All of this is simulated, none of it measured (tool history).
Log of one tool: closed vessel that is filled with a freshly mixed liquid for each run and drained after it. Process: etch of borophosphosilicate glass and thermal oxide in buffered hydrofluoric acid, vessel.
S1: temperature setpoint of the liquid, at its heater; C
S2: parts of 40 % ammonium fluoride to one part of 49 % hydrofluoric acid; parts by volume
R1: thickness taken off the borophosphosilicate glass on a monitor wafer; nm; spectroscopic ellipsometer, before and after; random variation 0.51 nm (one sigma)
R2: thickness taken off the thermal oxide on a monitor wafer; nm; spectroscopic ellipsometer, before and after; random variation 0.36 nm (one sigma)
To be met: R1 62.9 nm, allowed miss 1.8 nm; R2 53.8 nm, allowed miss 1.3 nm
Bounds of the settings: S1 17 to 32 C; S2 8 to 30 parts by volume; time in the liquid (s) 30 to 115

run 1 day=0 | S1=24 S2=21.5 time_in_the_liquid_(s)=60 | R1=34.369 R2=29.339
run 2 day=0.338 | S1=25.5 S2=20.5 time_in_the_liquid_(s)=60 | R1=38.786 R2=33.28
run 3 day=0.471 | S1=25.5 S2=20.5 time_in_the_liquid_(s)=40 | R1=25.906 R2=22.25
run 4 day=0.829 | S1=25.5 S2=15.5 time_in_the_liquid_(s)=40 | R1=34.101 R2=28.904
run 5 day=1.062 | S1=26.5 S2=14.5 time_in_the_liquid_(s)=40 | R1=38.271 R2=32.46
run 6 day=1.292 | S1=27.5 S2=14 time_in_the_liquid_(s)=40 | R1=41.847 R2=35.552
run 7 day=1.433 | S1=28.5 S2=13.5 time_in_the_liquid_(s)=40 | R1=45.204 R2=38.92
run 8 day=1.667 | S1=29 S2=13 time_in_the_liquid_(s)=40 | R1=48.232 R2=41.458
run 9 day=1.812 | S1=29.5 S2=12.5 time_in_the_liquid_(s)=40 | R1=51.08 R2=44.038
run 10 day=2.079 | S1=30 S2=12.5 time_in_the_liquid_(s)=40 | R1=53.28 R2=45.551
run 11 day=2.129 | S1=30.5 S2=12.5 time_in_the_liquid_(s)=40 | R1=54.01 R2=46.429
run 12 day=2.296 | S1=32 S2=10 time_in_the_liquid_(s)=40 | R1=73.368 R2=63.214
run 13 day=2.358 | S1=31.5 S2=10 time_in_the_liquid_(s)=40 | R1=73.017 R2=61.312
run 14 day=2.638 | S1=31 S2=10 time_in_the_liquid_(s)=40 | R1=69.372 R2=59.608
run 15 day=2.688 | S1=30.5 S2=10 time_in_the_liquid_(s)=40 | R1=68.894 R2=57.533

Which of these 5 next moves meets every target?
run A day=2.738 | S1=32 S2=12.5 time_in_the_liquid_(s)=45 | R1=? R2=?
run B day=2.738 | S1=31 S2=9.5 time_in_the_liquid_(s)=35 | R1=? R2=?
run C day=2.738 | S1=32 S2=16.5 time_in_the_liquid_(s)=60 | R1=? R2=?
run D day=2.738 | S1=26 S2=14 time_in_the_liquid_(s)=70 | R1=? R2=?
run E day=2.738 | S1=29.5 S2=9.5 time_in_the_liquid_(s)=40 | R1=? R2=?

move=A R1=65.825 R2=55.919
move=B R1=62.484 R2=52.969
move=C R1=66.807 R2=56.815
move=D R1=66.724 R2=56.546
move=E R1=66.027 R2=55.929
A: nearer than the last run, and not there yet
B: meets every target
C: nearer than the last run, and not there yet
D: nearer than the last run, and not there yet
E: nearer than the last run, and not there yet
Answer: B
